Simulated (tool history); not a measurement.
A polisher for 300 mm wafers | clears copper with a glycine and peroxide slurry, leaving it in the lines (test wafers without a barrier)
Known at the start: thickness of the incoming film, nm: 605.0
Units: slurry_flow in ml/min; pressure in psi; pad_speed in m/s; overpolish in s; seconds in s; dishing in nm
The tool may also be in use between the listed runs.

Run 1, day 0: slurry_flow 180 ml/min, pressure 2.1 psi, pad_speed 1.14 m/s, overpolish 26 s. Result: seconds 114.76 s, dishing 70.952 nm.
Run 2, day 0.062: slurry_flow 210 ml/min, pressure 2.1 psi, pad_speed 1.14 m/s, overpolish 26 s. Result: seconds 107.78 s, dishing 72.123 nm.
Run 3, day 0.225: slurry_flow 200 ml/min, pressure 1.8 psi, pad_speed 1.06 m/s, overpolish 26 s. Result: seconds 132.49 s, dishing 63.343 nm.
Run 4, day 0.388: slurry_flow 180 ml/min, pressure 1.8 psi, pad_speed 1.06 m/s, overpolish 26 s. Result: seconds 135.04 s, dishing 63.171 nm.
At day 0.721: slurry nozzle cleaned.
Run 5, day 0.721: slurry_flow 175 ml/min, pressure 1.6 psi, pad_speed 1 m/s, overpolish 26 s. Result: seconds 146.88 s, dishing 59.966 nm.
Run 6, day 0.912: slurry_flow 175 ml/min, pressure 1.6 psi, pad_speed 0.8 m/s, overpolish 26 s. Result: seconds 171.03 s, dishing 54.348 nm.
Run 7, day 0.992: slurry_flow 175 ml/min, pressure 1.5 psi, pad_speed 0.78 m/s, overpolish 26 s. Result: seconds 181.27 s, dishing 51.537 nm.

The next listed run, before its measurement:
Run 8, day 1.212: slurry_flow 175 ml/min, pressure 1.4 psi, pad_speed 0.76 m/s, overpolish 26 s. Result: seconds ?, dishing ?.

Run 8 gave seconds 192.61 s, dishing 49.511 nm.

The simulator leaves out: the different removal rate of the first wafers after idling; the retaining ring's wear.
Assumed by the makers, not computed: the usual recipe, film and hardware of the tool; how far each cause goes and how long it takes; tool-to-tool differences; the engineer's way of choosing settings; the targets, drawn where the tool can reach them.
